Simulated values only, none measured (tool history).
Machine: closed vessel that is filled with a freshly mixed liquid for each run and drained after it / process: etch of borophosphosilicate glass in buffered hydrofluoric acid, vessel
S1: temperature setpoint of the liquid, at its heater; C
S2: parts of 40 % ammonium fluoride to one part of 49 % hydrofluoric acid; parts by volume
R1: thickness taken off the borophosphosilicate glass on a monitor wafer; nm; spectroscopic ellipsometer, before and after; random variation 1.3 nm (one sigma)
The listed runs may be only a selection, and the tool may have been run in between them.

{"run": 1, "day": 0.0, "S1": 22.0, "S2": 12, "time in the liquid (s)": 100, "R1": 208.56}
{"run": 2, "day": 0.083, "S1": 24.0, "S2": 12, "time in the liquid (s)": 100, "R1": 230.44}
{"run": 3, "day": 0.121, "S1": 23.5, "S2": 12, "time in the liquid (s)": 100, "R1": 224.43}
{"run": 4, "day": 0.375, "S1": 23.0, "S2": 12, "time in the liquid (s)": 100, "R1": 217.97}
{"run": 5, "day": 0.488, "S1": 22.5, "S2": 12, "time in the liquid (s)": 100, "R1": 209.92}
{"run": 6, "day": 0.588, "S1": 22.0, "S2": 12, "time in the liquid (s)": 100, "R1": 205.09}
{"run": 7, "day": 0.954, "S1": 21.5, "S2": 12, "time in the liquid (s)": 100, "R1": 202.22}
{"run": 8, "day": 1.117, "S1": 21.0, "S2": 12, "time in the liquid (s)": 100, "R1": 193.46}
{"run": 9, "day": 1.396, "S1": 20.5, "S2": 12, "time in the liquid (s)": 100, "R1": 190.4}

Estimate the outcome of run 10 from the log above:
{"run": 10, "day": 1.679, "S1": 19.5, "S2": 12, "time in the liquid (s)": 100, "R1": "?"}

R1: 180.32 nm
